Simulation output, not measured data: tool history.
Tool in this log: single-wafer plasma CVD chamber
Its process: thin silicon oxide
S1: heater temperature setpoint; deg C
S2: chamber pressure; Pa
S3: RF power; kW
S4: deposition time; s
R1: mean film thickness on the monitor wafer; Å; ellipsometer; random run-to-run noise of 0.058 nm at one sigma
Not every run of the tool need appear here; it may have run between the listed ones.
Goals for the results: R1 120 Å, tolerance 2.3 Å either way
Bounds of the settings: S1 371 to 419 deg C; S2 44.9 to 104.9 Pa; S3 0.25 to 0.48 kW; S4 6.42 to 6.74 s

{"run": 1, "hour": 0.0, "S1": 395, "S2": 74.9, "S3": 0.365, "S4": 6.74, "R1": 94.154}
{"run": 2, "hour": 6.0, "S1": 395, "S2": 74.9, "S3": 0.385, "S4": 6.74, "R1": 95.515}
{"run": 3, "hour": 7.2, "S1": 395, "S2": 80.1, "S3": 0.385, "S4": 6.74, "R1": 102.86}
{"run": 4, "hour": 9.1, "S1": 399, "S2": 80.1, "S3": 0.385, "S4": 6.74, "R1": 102.11}
{"run": 5, "hour": 17.7, "S1": 406, "S2": 80.1, "S3": 0.385, "S4": 6.74, "R1": 101.21}
{"run": 6, "hour": 18.6, "S1": 405, "S2": 84.1, "S3": 0.385, "S4": 6.74, "R1": 107.44}
{"run": 7, "hour": 20.6, "S1": 405, "S2": 86.7, "S3": 0.385, "S4": 6.74, "R1": 110.1}
{"run": 8, "hour": 25.6, "S1": 405, "S2": 88.9, "S3": 0.385, "S4": 6.74, "R1": 112.52}
{"run": 9, "hour": 30.3, "S1": 405, "S2": 90.8, "S3": 0.385, "S4": 6.74, "R1": 115.12}
{"run": 10, "hour": 38.4, "S1": 405, "S2": 92, "S3": 0.385, "S4": 6.74, "R1": 117.6}
{"run": 11, "hour": 44.8, "S1": 405, "S2": 92.5, "S3": 0.385, "S4": 6.74, "R1": 116.52}

5 candidate next runs follow, results not yet known. Just one meets every target within its allowed miss. Identify it.
{"run": "A", "hour": 51.2, "S1": 394, "S2": 90.3, "S3": 0.385, "S4": 6.51, "R1": "?"}
{"run": "B", "hour": 51.2, "S1": 392, "S2": 93.2, "S3": 0.36, "S4": 6.58, "R1": "?"}
{"run": "C", "hour": 51.2, "S1": 408, "S2": 93.7, "S3": 0.375, "S4": 6.59, "R1": "?"}
{"run": "D", "hour": 51.2, "S1": 405, "S2": 94.1, "S3": 0.39, "S4": 6.74, "R1": "?"}
{"run": "E", "hour": 51.2, "S1": 399, "S2": 92.5, "S3": 0.345, "S4": 6.74, "R1": "?"}

move=A R1=111.18
move=B R1=113.24
move=C R1=114.36
move=D R1=119.37
move=E R1=112.67
A: moves away from the targets compared with the last run
B: moves away from the targets compared with the last run
C: moves away from the targets compared with the last run
D: every result lands within tolerance
E: moves away from the targets compared with the last run
Go with D: it meets all targets.
